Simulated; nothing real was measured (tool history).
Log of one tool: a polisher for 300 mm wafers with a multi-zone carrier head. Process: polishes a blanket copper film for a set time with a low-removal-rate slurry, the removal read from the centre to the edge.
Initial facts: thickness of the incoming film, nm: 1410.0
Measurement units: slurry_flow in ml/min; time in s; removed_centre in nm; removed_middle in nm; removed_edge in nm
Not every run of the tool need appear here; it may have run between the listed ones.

| run | hour | slurry_flow | centre_zone | middle_zone | edge_zone | slurry_solids | time | removed_centre | removed_middle | removed_edge |
|---|---|---|---|---|---|---|---|---|---|---|
| 1 | 0.0 | 240 | 1.00 | 1.00 | 1.00 | 1.00 | 44 | 95.938 | 93.261 | 94.093 |
| 2 | 7.6 | 240 | 1.00 | 1.08 | 1.00 | 1.00 | 44 | 97.132 | 101.770 | 94.576 |
| 3 | 12.6 | 240 | 1.00 | 1.08 | 1.00 | 0.85 | 44 | 92.606 | 99.083 | 91.841 |
| 4 | 19.6 | 240 | 1.00 | 1.07 | 0.98 | 0.80 | 43 | 91.359 | 91.119 | 87.651 |
| 5 | 23.3 | 240 | 0.99 | 1.09 | 0.96 | 0.75 | 42 | 84.125 | 92.763 | 84.681 |
| 6 | 27.8 | 240 | 1.00 | 1.09 | 0.94 | 0.70 | 41 | 83.474 | 87.520 | 80.854 |
| 7 | 35.3 | 240 | 1.00 | 1.09 | 0.92 | 0.65 | 40 | 80.863 | 85.683 | 76.286 |

What does the tool deliver on the next run?
| 8 | 40.4 | 215 | 0.95 | 0.99 | 0.83 | 0.50 | 37 | ? | ? | ? |

removed_centre: 66.443 nm
removed_middle: 68.892 nm
removed_edge: 64.295 nm
